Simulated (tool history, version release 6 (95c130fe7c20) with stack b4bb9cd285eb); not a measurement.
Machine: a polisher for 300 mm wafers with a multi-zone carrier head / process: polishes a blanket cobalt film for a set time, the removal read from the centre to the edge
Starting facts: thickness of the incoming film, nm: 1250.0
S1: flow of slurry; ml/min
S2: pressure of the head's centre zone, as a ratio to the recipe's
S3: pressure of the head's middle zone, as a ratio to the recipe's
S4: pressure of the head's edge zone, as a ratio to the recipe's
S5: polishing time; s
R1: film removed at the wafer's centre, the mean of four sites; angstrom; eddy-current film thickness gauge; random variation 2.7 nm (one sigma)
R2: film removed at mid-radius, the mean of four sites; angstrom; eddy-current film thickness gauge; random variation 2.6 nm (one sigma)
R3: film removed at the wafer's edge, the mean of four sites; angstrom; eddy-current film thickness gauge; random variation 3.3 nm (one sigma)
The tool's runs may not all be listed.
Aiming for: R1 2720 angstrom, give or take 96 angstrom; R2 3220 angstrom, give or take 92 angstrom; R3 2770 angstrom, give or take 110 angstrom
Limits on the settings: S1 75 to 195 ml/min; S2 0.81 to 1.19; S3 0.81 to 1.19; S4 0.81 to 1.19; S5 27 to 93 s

{"run": 1, "day": 0.0, "S1": 125, "S2": 1, "S3": 1, "S4": 1, "S5": 59, "R1": 2540.1, "R2": 2240.8, "R3": 2225.2}
{"run": 2, "day": 0.142, "S1": 135, "S2": 0.98, "S3": 1.03, "S4": 1.02, "S5": 60, "R1": 2526.2, "R2": 2342, "R3": 2301.6}
{"run": 3, "day": 0.217, "S1": 135, "S2": 0.98, "S3": 1.03, "S4": 1.06, "S5": 60, "R1": 2580.8, "R2": 2356.7, "R3": 2307.2}
{"run": 4, "day": 0.483, "S1": 140, "S2": 0.96, "S3": 1.06, "S4": 1.06, "S5": 62, "R1": 2589.1, "R2": 2523, "R3": 2448.5}
{"run": 5, "day": 0.825, "S1": 145, "S2": 0.95, "S3": 1.08, "S4": 1.05, "S5": 63, "R1": 2667.8, "R2": 2612.7, "R3": 2451}
{"run": 6, "day": 0.971, "S1": 145, "S2": 0.95, "S3": 1.08, "S4": 1.05, "S5": 51, "R1": 2150.8, "R2": 2073.4, "R3": 1986.7}
{"run": 7, "day": 1.138, "S1": 145, "S2": 0.94, "S3": 1.1, "S4": 1.05, "S5": 54, "R1": 2242.9, "R2": 2269.2, "R3": 2070.3}
{"day": 1.383, "done": "centre zone pressure recalibrated"}
{"run": 8, "day": 1.383, "S1": 145, "S2": 0.93, "S3": 1.11, "S4": 1.06, "S5": 57, "R1": 2122.9, "R2": 2376.9, "R3": 2229.3}

Which of these 4 next moves meets every target?
{"run": "A", "day": 1.629, "S1": 125, "S2": 0.89, "S3": 1.04, "S4": 1.11, "S5": 76, "R1": "?", "R2": "?", "R3": "?"}
{"run": "B", "day": 1.629, "S1": 185, "S2": 0.92, "S3": 1.17, "S4": 0.96, "S5": 72, "R1": "?", "R2": "?", "R3": "?"}
{"run": "C", "day": 1.629, "S1": 150, "S2": 0.94, "S3": 0.92, "S4": 1.02, "S5": 80, "R1": "?", "R2": "?", "R3": "?"}
{"run": "D", "day": 1.629, "S1": 120, "S2": 0.9, "S3": 0.89, "S4": 1.19, "S5": 45, "R1": "?", "R2": "?", "R3": "?"}

move=A R1=2572.7 R2=2958.4 R3=3026.4
move=B R1=2676.2 R2=3216.1 R3=2797.2
move=C R1=2942.3 R2=2930.1 R3=3132.6
move=D R1=1529.2 R2=1562.4 R3=1843.7
A: better than the last run, though not everything is in spec
B: every result lands within tolerance
C: better than the last run, though not everything is in spec
D: its largest miss is bigger than the last run's
B meets every target.

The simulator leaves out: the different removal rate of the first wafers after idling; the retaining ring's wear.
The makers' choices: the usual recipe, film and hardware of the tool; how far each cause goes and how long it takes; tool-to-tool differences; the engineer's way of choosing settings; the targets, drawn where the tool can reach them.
